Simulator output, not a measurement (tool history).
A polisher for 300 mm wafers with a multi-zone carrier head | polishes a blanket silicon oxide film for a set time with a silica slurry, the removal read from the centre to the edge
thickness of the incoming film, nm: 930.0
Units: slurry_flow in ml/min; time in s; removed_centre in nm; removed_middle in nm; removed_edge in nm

run,hour,slurry_flow,centre_zone,middle_zone,edge_zone,slurry_solids,time,removed_centre,removed_middle,removed_edge
1,0.0,240,1.00,1.00,1.00,1.00,41,165.750,164.530,161.810
2,0.6,235,0.99,0.98,0.97,0.90,39,147.490,148.100,148.950
3,2.9,240,1.00,0.98,0.96,0.80,36,129.830,129.840,125.150
4,5.5,240,1.00,0.98,1.03,0.80,36,132.330,128.550,131.170
5,9.2,240,1.00,0.98,1.06,0.80,36,130.390,128.870,134.090
6,10.2,245,0.99,0.97,1.03,0.75,35,123.990,120.440,123.170
7,17.0,255,0.97,0.95,1.00,0.70,35,118.260,117.520,118.530
8,21.7,260,0.96,0.93,0.98,0.65,34,109.390,107.880,110.760
9,24.7,240,0.93,0.90,0.88,0.50,34,89.467,90.422,90.937

Run 10 comes next. What will it give?
10,25.9,245,0.93,0.90,0.88,0.50,34,?,?,?

Run 10 gave removed_centre 90.654 nm, removed_middle 90.775 nm, removed_edge 90.743 nm.
